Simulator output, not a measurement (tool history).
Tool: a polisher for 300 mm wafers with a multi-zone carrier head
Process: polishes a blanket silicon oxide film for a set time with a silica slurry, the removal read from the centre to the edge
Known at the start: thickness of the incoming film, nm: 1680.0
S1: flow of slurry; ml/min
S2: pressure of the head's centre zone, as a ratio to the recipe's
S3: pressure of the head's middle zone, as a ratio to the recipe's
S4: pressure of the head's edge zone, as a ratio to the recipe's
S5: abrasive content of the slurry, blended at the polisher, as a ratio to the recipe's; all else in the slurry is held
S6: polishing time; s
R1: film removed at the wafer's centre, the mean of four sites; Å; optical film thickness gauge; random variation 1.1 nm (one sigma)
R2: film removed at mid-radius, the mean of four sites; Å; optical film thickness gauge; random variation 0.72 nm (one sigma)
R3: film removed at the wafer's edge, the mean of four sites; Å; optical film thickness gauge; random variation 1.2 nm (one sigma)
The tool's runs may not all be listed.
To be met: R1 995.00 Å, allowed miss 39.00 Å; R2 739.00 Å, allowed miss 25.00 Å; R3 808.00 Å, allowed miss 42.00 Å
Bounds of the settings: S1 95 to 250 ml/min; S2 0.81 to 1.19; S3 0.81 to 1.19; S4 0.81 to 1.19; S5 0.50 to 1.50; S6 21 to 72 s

run,hour,S1,S2,S3,S4,S5,S6,R1,R2,R3
1,0.0,160,1.00,1.00,1.00,1.00,46,1575.10,1555.90,1507.30
2,0.9,155,1.02,0.98,0.99,0.95,44,1523.20,1448.80,1468.90
3,2.8,155,1.02,0.98,0.93,0.95,44,1508.60,1439.50,1404.20
4,4.7,155,1.02,0.98,0.93,1.10,44,1576.70,1499.80,1487.20
5,12.2,155,1.04,0.96,0.92,1.00,41,1451.90,1336.10,1357.90
6,20.8,160,1.06,0.95,0.90,0.95,39,1398.70,1239.60,1202.60
7,26.2,155,1.07,0.93,0.90,0.90,38,1334.80,1163.60,1194.50
8,26.8,155,1.07,0.93,0.90,0.90,38,1342.40,1171.50,1178.20
9,30.6,155,1.07,0.93,0.90,0.90,38,1315.00,1186.60,1162.10
10,38.3,165,1.09,0.91,0.93,0.85,36,1268.00,1078.60,1077.50
11,41.4,165,1.09,0.91,0.93,0.85,36,1279.70,1065.40,1100.10
12,44.9,165,1.10,0.90,0.93,0.80,35,1239.10,989.19,1071.60
13,50.1,170,1.10,0.90,0.92,0.75,34,1168.00,990.53,1016.00
14,50.7,170,1.11,0.89,0.91,0.70,33,1128.20,913.25,966.43
15,58.7,170,1.12,0.88,0.90,0.65,33,1097.40,883.72,911.46
16,65.2,165,1.12,0.87,0.90,0.65,33,1113.70,866.14,898.57
17,72.2,120,1.07,0.81,0.88,0.50,33,932.65,726.23,811.13
18,74.2,120,1.08,0.81,0.88,0.50,33,924.77,732.18,789.76
19,83.0,125,1.09,0.81,0.88,0.50,33,952.16,724.91,817.97

Which of these 4 next moves meets every target?
A,91.8,115,1.12,0.81,0.82,0.65,31,?,?,?
B,91.8,125,1.08,0.81,0.92,0.50,32,?,?,?
C,91.8,105,1.14,0.84,0.82,0.55,31,?,?,?
D,91.8,105,1.05,0.86,0.90,0.55,33,?,?,?

move,R1,R2,R3
A,972.96,739.49,805.34
B,905.37,710.81,812.68
C,925.58,713.80,757.12
D,912.84,774.94,840.14
A: meets every target
B: further off than the last run
C: further off than the last run
D: further off than the last run
The right move is A.
